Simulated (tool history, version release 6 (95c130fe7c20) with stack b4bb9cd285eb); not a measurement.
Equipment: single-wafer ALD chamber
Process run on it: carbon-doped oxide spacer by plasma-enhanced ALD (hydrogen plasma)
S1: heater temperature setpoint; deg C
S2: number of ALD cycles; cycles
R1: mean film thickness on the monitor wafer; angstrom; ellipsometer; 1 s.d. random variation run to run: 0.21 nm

run  hour   S1   S2      R1
  1   0.0  410  664  323.04
  2   8.1  407  716  353.10
  3  12.2  407  659  327.88
  4  18.4  402  659  330.32
  5  20.1  400  709  355.47
  6  22.0  399  746  370.48

What does the tool deliver on the next run?
  7  30.8  399  746   ?

R1: 370.75 angstrom
